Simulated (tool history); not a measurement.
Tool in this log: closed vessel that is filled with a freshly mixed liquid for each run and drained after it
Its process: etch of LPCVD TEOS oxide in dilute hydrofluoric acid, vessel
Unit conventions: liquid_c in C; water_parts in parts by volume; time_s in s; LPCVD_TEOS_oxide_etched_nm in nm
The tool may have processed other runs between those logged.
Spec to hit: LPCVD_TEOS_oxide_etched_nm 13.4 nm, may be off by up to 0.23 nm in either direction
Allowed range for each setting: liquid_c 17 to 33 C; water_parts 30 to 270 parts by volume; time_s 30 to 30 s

{"run": 1, "day": 0.0, "liquid_c": 25, "water_parts": 150, "time_s": 30, "LPCVD_TEOS_oxide_etched_nm": 9.5682}
{"run": 2, "day": 0.079, "liquid_c": 25, "water_parts": 150, "time_s": 30, "LPCVD_TEOS_oxide_etched_nm": 9.4754}
{"run": 3, "day": 0.433, "liquid_c": 25, "water_parts": 200, "time_s": 30, "LPCVD_TEOS_oxide_etched_nm": 6.7442}
{"run": 4, "day": 0.717, "liquid_c": 22, "water_parts": 200, "time_s": 30, "LPCVD_TEOS_oxide_etched_nm": 6.0256}
{"run": 5, "day": 0.792, "liquid_c": 23.5, "water_parts": 195, "time_s": 30, "LPCVD_TEOS_oxide_etched_nm": 6.6242}
{"run": 6, "day": 1.108, "liquid_c": 24.5, "water_parts": 190, "time_s": 30, "LPCVD_TEOS_oxide_etched_nm": 7.0613}
{"run": 7, "day": 1.433, "liquid_c": 25.5, "water_parts": 185, "time_s": 30, "LPCVD_TEOS_oxide_etched_nm": 7.5436}
{"run": 8, "day": 1.512, "liquid_c": 26.5, "water_parts": 180, "time_s": 30, "LPCVD_TEOS_oxide_etched_nm": 8.0853}

Consider the 5 candidate settings below. Which is the only one whose results all fall within their allowed miss of target?
{"run": "A", "day": 1.592, "liquid_c": 26.5, "water_parts": 145, "time_s": 30, "LPCVD_TEOS_oxide_etched_nm": "?"}
{"run": "B", "day": 1.592, "liquid_c": 28, "water_parts": 120, "time_s": 30, "LPCVD_TEOS_oxide_etched_nm": "?"}
{"run": "C", "day": 1.592, "liquid_c": 24.5, "water_parts": 105, "time_s": 30, "LPCVD_TEOS_oxide_etched_nm": "?"}
{"run": "D", "day": 1.592, "liquid_c": 29.5, "water_parts": 130, "time_s": 30, "LPCVD_TEOS_oxide_etched_nm": "?"}
{"run": "E", "day": 1.592, "liquid_c": 27, "water_parts": 125, "time_s": 30, "LPCVD_TEOS_oxide_etched_nm": "?"}

move=A LPCVD_TEOS_oxide_etched_nm=10.472
move=B LPCVD_TEOS_oxide_etched_nm=13.814
move=C LPCVD_TEOS_oxide_etched_nm=14.066
move=D LPCVD_TEOS_oxide_etched_nm=13.306
move=E LPCVD_TEOS_oxide_etched_nm=12.689
A: nearer than the last run, and not there yet
B: takes the result that was furthest off past its target
C: takes the result that was furthest off past its target
D: in spec on every target
E: nearer than the last run, and not there yet
Answer: D
